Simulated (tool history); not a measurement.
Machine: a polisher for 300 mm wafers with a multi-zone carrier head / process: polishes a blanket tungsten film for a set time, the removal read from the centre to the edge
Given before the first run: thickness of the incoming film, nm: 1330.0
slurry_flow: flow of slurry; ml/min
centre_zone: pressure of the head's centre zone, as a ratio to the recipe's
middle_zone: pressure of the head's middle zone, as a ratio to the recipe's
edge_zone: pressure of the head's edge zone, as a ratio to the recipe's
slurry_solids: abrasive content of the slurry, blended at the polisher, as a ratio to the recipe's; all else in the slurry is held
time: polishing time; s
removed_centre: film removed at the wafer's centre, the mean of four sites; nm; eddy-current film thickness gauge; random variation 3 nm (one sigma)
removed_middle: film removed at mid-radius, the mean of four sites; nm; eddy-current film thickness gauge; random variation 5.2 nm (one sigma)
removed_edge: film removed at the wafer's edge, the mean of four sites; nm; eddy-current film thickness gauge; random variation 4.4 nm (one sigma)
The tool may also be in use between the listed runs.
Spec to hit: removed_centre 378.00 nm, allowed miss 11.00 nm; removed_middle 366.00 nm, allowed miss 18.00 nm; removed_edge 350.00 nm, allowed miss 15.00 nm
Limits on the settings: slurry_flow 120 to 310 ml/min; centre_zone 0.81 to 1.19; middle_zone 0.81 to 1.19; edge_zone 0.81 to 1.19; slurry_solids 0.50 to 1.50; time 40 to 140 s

run,day,slurry_flow,centre_zone,middle_zone,edge_zone,slurry_solids,time,removed_centre,removed_middle,removed_edge
1,0.000,200,1.00,1.00,1.00,1.00,90,266.31,267.02,269.92
2,0.304,205,1.02,1.02,1.02,1.10,91,287.23,290.95,293.64
3,0.550,215,1.05,1.04,1.03,1.10,91,297.14,301.64,289.03
4,0.696,215,1.05,1.04,1.03,0.95,91,277.87,272.51,268.93
5,1.004,215,1.07,1.04,1.04,1.00,91,295.94,280.02,277.24
6,1.042,215,1.11,1.04,1.04,1.00,91,297.55,286.91,278.05
# day 1.121: worn pad replaced by a new one
7,1.121,220,1.12,1.04,1.05,1.05,91,340.01,312.31,308.66
8,1.179,225,1.12,1.05,1.07,1.05,91,334.81,317.97,303.60
9,1.550,230,1.12,1.05,1.09,1.05,91,336.90,315.74,320.02
10,1.600,240,1.12,1.06,1.09,1.05,91,341.40,318.80,315.54
11,1.783,245,1.12,1.07,1.10,1.05,91,341.37,326.05,318.46
12,1.996,250,1.12,1.08,1.11,1.05,91,341.20,318.15,320.53

Exercise: of the 4 proposed moves below, exactly one satisfies all targets within the stated allowed misses. Which move is it?
A,2.208,295,1.06,1.03,0.98,1.15,101,?,?,?
B,2.208,270,1.15,1.00,1.15,1.00,98,?,?,?
C,2.208,195,1.18,1.17,0.95,1.10,97,?,?,?
D,2.208,200,1.15,1.19,0.92,1.10,93,?,?,?

move,removed_centre,removed_middle,removed_edge
A,378.03,362.55,353.90
B,375.34,324.46,351.99
C,377.58,360.98,317.65
D,354.23,352.09,300.71
A: hits every target within its allowed miss
B: brings the last run's worst result on target, with another outside its allowed miss
C: brings the last run's worst result on target, with another outside its allowed miss
D: neither nearer nor further off than the last run
The right move is A.
